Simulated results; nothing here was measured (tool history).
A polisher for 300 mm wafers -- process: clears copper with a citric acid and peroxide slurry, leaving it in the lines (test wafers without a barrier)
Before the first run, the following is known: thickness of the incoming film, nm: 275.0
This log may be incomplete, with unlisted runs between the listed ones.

run  hour  flow of slurry (ml/min)  pressure of the wafer on the pad (psi)  speed of the pad under the wafer (cm/s)  abrasive content of the slurry  overpolish time after the end point (s)  time until the end point was called (s)  dishing of a wide line in a test structure (angstrom)
  1     0                      195                                     3.8                                      128                               1                                       11                                   77.636                                                 255.79
  2   8.9                      195                                     3.4                                      128                               1                                       11                                   80.086                                                 242.74
  3  11.5                      195                                     3.4                                      128                               1                                        7                                   81.639                                                 167.42
  4  13.4                      190                                     3.2                                      122                               1                                        9                                    87.15                                                 191.25
  5  16.7                      190                                       3                                      118                               1                                       10                                   94.221                                                 198.29
  6  19.3                      190                                       3                                       90                               1                                       10                                   116.84                                                 159.78
  7    23                      185                                     3.1                                       92                               1                                       11                                   115.88                                                 172.72
  8  28.9                      185                                     3.1                                       92                               1                                       11                                   118.58                                                 176.59

Estimate the outcome of run 9 from the log above:
  9  34.7                      185                                     3.3                                       92                               1                                       11                                        ?                                                      ?

time until the end point was called (s): 115.4
dishing of a wide line in a test structure (angstrom): 182.95
